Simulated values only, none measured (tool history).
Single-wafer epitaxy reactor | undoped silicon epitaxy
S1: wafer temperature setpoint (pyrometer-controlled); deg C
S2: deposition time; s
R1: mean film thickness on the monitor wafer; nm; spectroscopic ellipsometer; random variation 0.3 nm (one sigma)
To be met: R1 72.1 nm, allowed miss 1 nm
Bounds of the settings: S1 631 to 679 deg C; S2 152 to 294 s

run  hour   S1   S2      R1
  1     0  655  223  42.948
  2   7.6  647  223  35.114
  3  12.5  647  248  38.769
  4  15.8  647  260  40.729
  5  20.2  651  260  45.281
  6  23.7  644  260  38.038
  7  31.3  649  260  43.065
  8  33.1  653  260  47.424
  9  41.7  665  261  63.747
 10  48.8  666  261  65.389
 11  57.4  667  261  66.797
 12  60.7  668  261  68.276
 13  66.4  669  261  70.329

Which of these 5 next moves meets every target?
  A  72.1  664  284   ?
  B  72.1  665  283   ?
  C  72.1  668  274   ?
  D  72.1  666  278   ?
  E  72.1  670  268   ?

move      R1
   A   67.84
   B   69.24
   C  72.008
   D  69.661
   E   73.85
A: further off than the last run
B: further off than the last run
C: meets every target
D: further off than the last run
E: takes the result that was furthest off past its target
Move C is the one to make.
